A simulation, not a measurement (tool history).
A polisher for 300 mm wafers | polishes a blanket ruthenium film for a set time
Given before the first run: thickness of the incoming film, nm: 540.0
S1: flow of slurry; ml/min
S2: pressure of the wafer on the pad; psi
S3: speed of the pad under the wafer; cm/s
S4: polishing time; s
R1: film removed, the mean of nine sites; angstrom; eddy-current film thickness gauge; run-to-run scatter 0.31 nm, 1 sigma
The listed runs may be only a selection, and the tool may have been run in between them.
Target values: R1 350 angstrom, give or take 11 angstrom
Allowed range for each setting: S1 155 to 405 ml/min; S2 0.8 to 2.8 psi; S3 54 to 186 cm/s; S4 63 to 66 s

run 1 hour=0 | S1=260 S2=1.8 S3=118 S4=63 | R1=697.38
run 2 hour=0.9 | S1=260 S2=1.8 S3=108 S4=63 | R1=622.72
run 3 hour=2.4 | S1=260 S2=1.6 S3=108 S4=63 | R1=562.68
run 4 hour=10.6 | S1=260 S2=1.4 S3=108 S4=63 | R1=499.51
run 5 hour=18.7 | S1=310 S2=1.4 S3=108 S4=63 | R1=510.24
run 6 hour=24.8 | S1=310 S2=1.4 S3=134 S4=63 | R1=627.68
run 7 hour=29.5 | S1=310 S2=1.3 S3=128 S4=63 | R1=558.96
run 8 hour=37.5 | S1=300 S2=0.8 S3=104 S4=63 | R1=286.38
-- hour=39.2 slurry nozzle cleaned
run 9 hour=39.2 | S1=305 S2=0.9 S3=104 S4=63 | R1=326.51

Exercise: of the 4 proposed moves below, exactly one satisfies all targets within the stated allowed misses. Which move is it?
run A hour=40.9 | S1=295 S2=0.8 S3=104 S4=65 | R1=?
run B hour=40.9 | S1=335 S2=1.2 S3=72 S4=66 | R1=?
run C hour=40.9 | S1=230 S2=0.9 S3=92 S4=63 | R1=?
run D hour=40.9 | S1=240 S2=0.9 S3=114 S4=63 | R1=?

move=A R1=302.18
move=B R1=320
move=C R1=282.95
move=D R1=349.81
A: moves away from the targets compared with the last run
B: moves away from the targets compared with the last run
C: moves away from the targets compared with the last run
D: every result within its allowed miss
So the answer is move D, the one that meets all the targets.
